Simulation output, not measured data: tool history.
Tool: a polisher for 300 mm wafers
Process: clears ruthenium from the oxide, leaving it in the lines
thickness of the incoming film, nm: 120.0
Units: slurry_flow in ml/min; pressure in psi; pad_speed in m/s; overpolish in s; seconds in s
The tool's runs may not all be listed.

{"run": 1, "hour": 0.0, "slurry_flow": 260, "pressure": 2.7, "pad_speed": 1.06, "overpolish": 3, "seconds": 90.767}
{"run": 2, "hour": 8.0, "slurry_flow": 260, "pressure": 2.6, "pad_speed": 1.06, "overpolish": 3, "seconds": 93.706}
{"run": 3, "hour": 8.5, "slurry_flow": 260, "pressure": 2.6, "pad_speed": 1.06, "overpolish": 3, "seconds": 92.984}
{"run": 4, "hour": 10.1, "slurry_flow": 200, "pressure": 2.6, "pad_speed": 1.06, "overpolish": 3, "seconds": 95.73}
{"run": 5, "hour": 13.3, "slurry_flow": 245, "pressure": 2.6, "pad_speed": 1.06, "overpolish": 3, "seconds": 93.346}
{"run": 6, "hour": 16.4, "slurry_flow": 245, "pressure": 3.2, "pad_speed": 1.06, "overpolish": 3, "seconds": 79.922}

The next listed run, before its measurement:
{"run": 7, "hour": 23.9, "slurry_flow": 245, "pressure": 2.9, "pad_speed": 1.06, "overpolish": 3, "seconds": "?"}

Run 7 gave seconds 84.350 s.
